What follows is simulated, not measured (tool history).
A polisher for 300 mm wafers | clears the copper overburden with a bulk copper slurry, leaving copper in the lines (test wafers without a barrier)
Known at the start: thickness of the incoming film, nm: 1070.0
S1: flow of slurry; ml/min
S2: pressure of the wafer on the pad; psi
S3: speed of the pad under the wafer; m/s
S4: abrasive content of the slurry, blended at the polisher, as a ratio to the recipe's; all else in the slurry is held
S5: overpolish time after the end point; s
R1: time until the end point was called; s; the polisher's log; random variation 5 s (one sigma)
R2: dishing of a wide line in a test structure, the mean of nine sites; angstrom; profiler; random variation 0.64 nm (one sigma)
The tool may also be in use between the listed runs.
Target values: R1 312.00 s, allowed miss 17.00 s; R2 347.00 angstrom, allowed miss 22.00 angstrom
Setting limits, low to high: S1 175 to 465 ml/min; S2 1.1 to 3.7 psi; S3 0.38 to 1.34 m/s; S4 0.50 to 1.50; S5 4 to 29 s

Run 1, hour 0.0: S1 295 ml/min, S2 2.4 psi, S3 0.86 m/s, S4 1.00, S5 15 s. Result: R1 165.28 s, R2 582.76 angstrom.
Run 2, hour 8.0: S1 350 ml/min, S2 2.4 psi, S3 0.86 m/s, S4 1.00, S5 15 s. Result: R1 168.12 s, R2 599.11 angstrom.
Run 3, hour 10.1: S1 350 ml/min, S2 2.4 psi, S3 0.72 m/s, S4 1.00, S5 15 s. Result: R1 194.98 s, R2 531.20 angstrom.
Run 4, hour 12.0: S1 315 ml/min, S2 2.4 psi, S3 0.72 m/s, S4 1.00, S5 15 s. Result: R1 195.27 s, R2 518.47 angstrom.
Run 5, hour 18.6: S1 315 ml/min, S2 2.4 psi, S3 0.90 m/s, S4 1.00, S5 15 s. Result: R1 159.87 s, R2 614.07 angstrom.
Run 6, hour 22.3: S1 315 ml/min, S2 2.4 psi, S3 0.90 m/s, S4 1.10, S5 15 s. Result: R1 153.11 s, R2 607.45 angstrom.
Run 7, hour 30.9: S1 315 ml/min, S2 2.0 psi, S3 0.86 m/s, S4 1.10, S5 15 s. Result: R1 192.61 s, R2 543.23 angstrom.
Run 8, hour 38.9: S1 315 ml/min, S2 1.8 psi, S3 0.82 m/s, S4 1.10, S5 14 s. Result: R1 212.90 s, R2 451.50 angstrom.
At hour 44.1: worn pad replaced by a new one.
Run 9, hour 44.1: S1 315 ml/min, S2 1.6 psi, S3 0.78 m/s, S4 1.10, S5 14 s. Result: R1 218.10 s, R2 441.93 angstrom.
Run 10, hour 50.9: S1 315 ml/min, S2 1.5 psi, S3 0.70 m/s, S4 1.10, S5 14 s. Result: R1 252.85 s, R2 375.84 angstrom.

Consider the 5 candidate settings below. Which is the only one whose results all fall within their allowed miss of target?
Run A, hour 57.7: S1 330 ml/min, S2 1.5 psi, S3 0.82 m/s, S4 1.20, S5 13 s. Result: R1 ?, R2 ?.
Run B, hour 57.7: S1 335 ml/min, S2 1.4 psi, S3 0.70 m/s, S4 1.05, S5 15 s. Result: R1 ?, R2 ?.
Run C, hour 57.7: S1 345 ml/min, S2 1.4 psi, S3 0.56 m/s, S4 1.35, S5 15 s. Result: R1 ?, R2 ?.
Run D, hour 57.7: S1 385 ml/min, S2 1.3 psi, S3 0.72 m/s, S4 1.05, S5 16 s. Result: R1 ?, R2 ?.
Run E, hour 57.7: S1 350 ml/min, S2 2.2 psi, S3 0.76 m/s, S4 1.15, S5 10 s. Result: R1 ?, R2 ?.

move      R1      R2
   A  211.77  430.88
   B  268.31  397.30
   C  310.94  351.29
   D  272.72  411.20
   E  170.49  425.44
A: further off than the last run
B: an improvement on the last run, though not all results are within tolerance
C: in spec on every target
D: an improvement on the last run, though not all results are within tolerance
E: further off than the last run
Correct choice: C, which meets every target

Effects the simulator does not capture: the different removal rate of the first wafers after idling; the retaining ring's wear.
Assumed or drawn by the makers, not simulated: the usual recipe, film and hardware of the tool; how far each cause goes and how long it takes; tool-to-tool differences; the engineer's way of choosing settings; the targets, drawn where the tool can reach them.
